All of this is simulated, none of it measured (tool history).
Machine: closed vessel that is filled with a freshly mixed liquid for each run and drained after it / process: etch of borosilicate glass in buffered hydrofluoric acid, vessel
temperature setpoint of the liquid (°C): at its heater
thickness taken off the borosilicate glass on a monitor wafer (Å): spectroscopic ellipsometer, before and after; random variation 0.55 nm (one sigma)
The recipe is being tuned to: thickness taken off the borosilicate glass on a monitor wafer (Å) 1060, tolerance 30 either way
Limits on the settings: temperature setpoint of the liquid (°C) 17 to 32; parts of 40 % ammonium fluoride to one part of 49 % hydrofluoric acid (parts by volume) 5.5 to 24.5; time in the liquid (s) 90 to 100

run	hour	temperature setpoint of the liquid (°C)	parts of 40 % ammonium fluoride to one part of 49 % hydrofluoric acid (parts by volume)	time in the liquid (s)	thickness taken off the borosilicate glass on a monitor wafer (Å)
1	0	24	15	90	708.25
2	6.2	24	19	90	561.46
3	10.5	24	19	90	556.35
4	19	24	16.5	90	641.31
5	20.7	24	19	90	555.34
6	26.4	20.5	19	90	463.05
7	29.8	22.5	18	90	541.36
8	34.1	24	17.5	90	602.34
9	38.7	25.5	17	90	670.25
10	45.5	26.5	16.5	90	733.38
11	53.9	30.5	15	90	987.5

Consider the 4 candidate settings below. Which is the only one whose results all fall within their allowed miss of target?
A	62.3	26	15	100	?
B	62.3	32	18	90	?
C	62.3	26.5	13.5	95	?
D	62.3	30	14.5	95	?

move	thickness taken off the borosilicate glass on a monitor wafer (Å)
A	867.08
B	891.49
C	938.64
D	1050.5
A: further off than the last run
B: further off than the last run
C: further off than the last run
D: each result inside its tolerance
The move that meets every target is D.

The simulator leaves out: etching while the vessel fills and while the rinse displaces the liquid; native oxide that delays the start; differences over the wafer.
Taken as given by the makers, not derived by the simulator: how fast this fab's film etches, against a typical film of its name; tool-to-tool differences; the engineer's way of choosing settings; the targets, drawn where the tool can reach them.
